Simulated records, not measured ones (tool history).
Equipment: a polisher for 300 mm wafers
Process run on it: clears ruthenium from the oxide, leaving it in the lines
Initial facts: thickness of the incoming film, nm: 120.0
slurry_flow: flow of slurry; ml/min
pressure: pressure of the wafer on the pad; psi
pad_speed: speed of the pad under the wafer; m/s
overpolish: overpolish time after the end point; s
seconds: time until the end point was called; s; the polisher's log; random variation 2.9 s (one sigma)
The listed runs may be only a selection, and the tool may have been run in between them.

run  hour  slurry_flow  pressure  pad_speed  overpolish  seconds
  1   0.0          315       2.5       0.76           5   121.66
  2   5.4          315       2.5       0.76           4   121.50
  3   6.4          315       2.3       0.76           4   132.09
  4  15.3          315       2.3       0.60           4   170.42
  5  24.2          315       2.2       0.60           4   169.17
  6  31.2          315       2.4       0.60           4   155.84
  7  34.9          315       2.3       0.60           4   167.86
  8  42.3          315       2.3       0.60           4   169.74
  9  49.5          315       2.2       0.60           4   169.24
 10  50.9          315       2.1       0.60           4   185.14

Forecast run 11:
 11  59.0          315       2.0       0.60           4        ?

Logged for run 11: seconds 184.05 s.
